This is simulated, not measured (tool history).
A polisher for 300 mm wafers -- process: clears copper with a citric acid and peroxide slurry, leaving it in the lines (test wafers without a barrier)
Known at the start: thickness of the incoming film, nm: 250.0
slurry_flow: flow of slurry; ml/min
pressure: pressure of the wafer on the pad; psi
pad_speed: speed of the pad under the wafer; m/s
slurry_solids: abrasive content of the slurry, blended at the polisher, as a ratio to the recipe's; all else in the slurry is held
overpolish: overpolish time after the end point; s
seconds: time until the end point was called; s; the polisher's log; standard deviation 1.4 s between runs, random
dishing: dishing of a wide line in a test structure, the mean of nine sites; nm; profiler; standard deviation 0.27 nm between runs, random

Run 1, hour 0.0: slurry_flow 205 ml/min, pressure 3.4 psi, pad_speed 1.16 m/s, slurry_solids 1.00, overpolish 19 s. Result: seconds 98.489 s, dishing 40.452 nm.
Run 2, hour 2.8: slurry_flow 165 ml/min, pressure 3.4 psi, pad_speed 1.16 m/s, slurry_solids 1.00, overpolish 19 s. Result: seconds 99.737 s, dishing 38.727 nm.
Run 3, hour 11.6: slurry_flow 165 ml/min, pressure 3.0 psi, pad_speed 1.16 m/s, slurry_solids 1.00, overpolish 19 s. Result: seconds 112.380 s, dishing 36.107 nm.
Run 4, hour 19.8: slurry_flow 165 ml/min, pressure 3.0 psi, pad_speed 0.98 m/s, slurry_solids 1.00, overpolish 19 s. Result: seconds 131.040 s, dishing 30.171 nm.
Run 5, hour 26.2: slurry_flow 175 ml/min, pressure 3.4 psi, pad_speed 0.96 m/s, slurry_solids 1.05, overpolish 17 s. Result: seconds 115.760 s, dishing 30.920 nm.
Run 6, hour 27.0: slurry_flow 175 ml/min, pressure 3.4 psi, pad_speed 0.96 m/s, slurry_solids 1.20, overpolish 17 s. Result: seconds 116.160 s, dishing 30.938 nm.
Run 7, hour 31.6: slurry_flow 175 ml/min, pressure 3.8 psi, pad_speed 0.94 m/s, slurry_solids 1.20, overpolish 15 s. Result: seconds 107.190 s, dishing 29.440 nm.
Run 8, hour 36.2: slurry_flow 185 ml/min, pressure 4.1 psi, pad_speed 0.94 m/s, slurry_solids 1.20, overpolish 13 s. Result: seconds 102.490 s, dishing 27.613 nm.
Run 9, hour 40.7: slurry_flow 190 ml/min, pressure 4.3 psi, pad_speed 0.96 m/s, slurry_solids 1.20, overpolish 12 s. Result: seconds 94.940 s, dishing 27.224 nm.
Run 10, hour 44.0: slurry_flow 190 ml/min, pressure 4.5 psi, pad_speed 0.98 m/s, slurry_solids 1.20, overpolish 11 s. Result: seconds 89.885 s, dishing 26.639 nm.
Run 11, hour 49.5: slurry_flow 190 ml/min, pressure 4.6 psi, pad_speed 1.00 m/s, slurry_solids 1.20, overpolish 10 s. Result: seconds 87.338 s, dishing 25.297 nm.
Run 12, hour 58.2: slurry_flow 195 ml/min, pressure 4.7 psi, pad_speed 1.00 m/s, slurry_solids 1.20, overpolish 10 s. Result: seconds 84.448 s, dishing 25.407 nm.
Run 13, hour 64.1: slurry_flow 195 ml/min, pressure 4.8 psi, pad_speed 1.00 m/s, slurry_solids 1.20, overpolish 10 s. Result: seconds 84.116 s, dishing 26.140 nm.
Run 14, hour 67.5: slurry_flow 220 ml/min, pressure 5.3 psi, pad_speed 1.02 m/s, slurry_solids 1.20, overpolish 7 s. Result: seconds 72.785 s, dishing 20.285 nm.
Run 15, hour 71.6: slurry_flow 205 ml/min, pressure 5.3 psi, pad_speed 1.04 m/s, slurry_solids 1.20, overpolish 7 s. Result: seconds 74.361 s, dishing 20.864 nm.
Run 16, hour 73.8: slurry_flow 150 ml/min, pressure 4.9 psi, pad_speed 1.34 m/s, slurry_solids 1.20, overpolish 10 s. Result: seconds 64.029 s, dishing 33.729 nm.
Run 17, hour 78.3: slurry_flow 170 ml/min, pressure 4.8 psi, pad_speed 1.34 m/s, slurry_solids 1.20, overpolish 10 s. Result: seconds 63.159 s, dishing 34.453 nm.
Run 18, hour 86.2: slurry_flow 180 ml/min, pressure 4.8 psi, pad_speed 1.30 m/s, slurry_solids 1.20, overpolish 10 s. Result: seconds 65.503 s, dishing 33.132 nm.
At hour 90.2: slurry blender recalibrated.
Run 19, hour 90.2: slurry_flow 185 ml/min, pressure 4.8 psi, pad_speed 1.28 m/s, slurry_solids 1.20, overpolish 10 s. Result: seconds 63.956 s, dishing 33.458 nm.
Run 20, hour 97.6: slurry_flow 190 ml/min, pressure 4.8 psi, pad_speed 1.26 m/s, slurry_solids 1.20, overpolish 10 s. Result: seconds 65.802 s, dishing 33.375 nm.
Run 21, hour 103.6: slurry_flow 185 ml/min, pressure 4.9 psi, pad_speed 1.24 m/s, slurry_solids 1.20, overpolish 10 s. Result: seconds 62.378 s, dishing 33.579 nm.
Run 22, hour 104.3: slurry_flow 195 ml/min, pressure 4.8 psi, pad_speed 1.22 m/s, slurry_solids 1.20, overpolish 10 s. Result: seconds 63.814 s, dishing 32.318 nm.

For run 23, what comes out?
Run 23, hour 107.9: slurry_flow 190 ml/min, pressure 4.9 psi, pad_speed 1.20 m/s, slurry_solids 1.20, overpolish 10 s. Result: seconds ?, dishing ?.

seconds: 66.521 s
dishing: 32.769 nm
